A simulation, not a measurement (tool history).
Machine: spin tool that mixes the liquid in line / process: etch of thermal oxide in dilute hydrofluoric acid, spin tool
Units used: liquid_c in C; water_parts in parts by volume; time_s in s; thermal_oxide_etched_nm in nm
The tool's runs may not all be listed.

| run | hour | liquid_c | water_parts | time_s | thermal_oxide_etched_nm |
|---|---|---|---|---|---|
| 1 | 0 | 22 | 230 | 275 | 4.7529 |
| 2 | 6.8 | 22 | 230 | 295 | 5.1127 |
| 3 | 14.8 | 20 | 230 | 295 | 4.7289 |
| 4 | 16.7 | 21 | 220 | 295 | 5.2088 |
| 5 | 23.7 | 21 | 220 | 295 | 5.1435 |
| 6 | 27.1 | 22 | 210 | 295 | 5.7592 |

The next listed run, before its measurement:
| 7 | 32.6 | 23 | 200 | 295 | ? |

{"run 7": {"thermal_oxide_etched_nm": 6.3346}}
